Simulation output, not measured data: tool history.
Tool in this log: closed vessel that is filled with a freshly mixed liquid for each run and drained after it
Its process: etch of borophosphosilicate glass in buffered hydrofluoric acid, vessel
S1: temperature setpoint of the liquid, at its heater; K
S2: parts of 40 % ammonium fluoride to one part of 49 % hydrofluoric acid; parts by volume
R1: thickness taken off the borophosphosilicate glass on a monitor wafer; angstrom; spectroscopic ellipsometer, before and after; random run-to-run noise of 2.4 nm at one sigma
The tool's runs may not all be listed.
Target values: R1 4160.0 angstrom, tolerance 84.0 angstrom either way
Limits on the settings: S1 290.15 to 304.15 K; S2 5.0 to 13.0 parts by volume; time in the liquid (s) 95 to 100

{"run": 1, "hour": 0.0, "S1": 296.15, "S2": 8.0, "time in the liquid (s)": 95, "R1": 2123.7}
{"run": 2, "hour": 4.6, "S1": 296.15, "S2": 6.0, "time in the liquid (s)": 95, "R1": 2826.6}
{"run": 3, "hour": 9.5, "S1": 298.15, "S2": 6.0, "time in the liquid (s)": 95, "R1": 3115.4}
{"run": 4, "hour": 14.4, "S1": 300.15, "S2": 6.0, "time in the liquid (s)": 95, "R1": 3490.3}
{"run": 5, "hour": 21.0, "S1": 301.15, "S2": 6.0, "time in the liquid (s)": 95, "R1": 3690.9}
{"run": 6, "hour": 29.6, "S1": 301.65, "S2": 6.0, "time in the liquid (s)": 95, "R1": 3732.5}
{"run": 7, "hour": 35.9, "S1": 302.15, "S2": 6.0, "time in the liquid (s)": 95, "R1": 3852.2}
{"run": 8, "hour": 38.4, "S1": 302.65, "S2": 6.0, "time in the liquid (s)": 95, "R1": 3955.4}
{"run": 9, "hour": 46.3, "S1": 303.15, "S2": 6.0, "time in the liquid (s)": 95, "R1": 4053.4}

Which single option among these 5 for the next run brings every result within its allowed miss of target? Just one does.
{"run": "A", "hour": 54.2, "S1": 303.15, "S2": 5.5, "time in the liquid (s)": 95, "R1": "?"}
{"run": "B", "hour": 54.2, "S1": 304.15, "S2": 6.0, "time in the liquid (s)": 95, "R1": "?"}
{"run": "C", "hour": 54.2, "S1": 301.15, "S2": 5.5, "time in the liquid (s)": 100, "R1": "?"}
{"run": "D", "hour": 54.2, "S1": 302.15, "S2": 5.5, "time in the liquid (s)": 100, "R1": "?"}
{"run": "E", "hour": 54.2, "S1": 304.15, "S2": 7.0, "time in the liquid (s)": 100, "R1": "?"}

move=A R1=4365.5
move=B R1=4262.8
move=C R1=4142.0
move=D R1=4363.4
move=E R1=3917.9
A: carries the result that was furthest off beyond its target, to the other side
B: carries the result that was furthest off beyond its target, to the other side
C: all results in spec
D: carries the result that was furthest off beyond its target, to the other side
E: moves away from the targets compared with the last run
C meets every target.
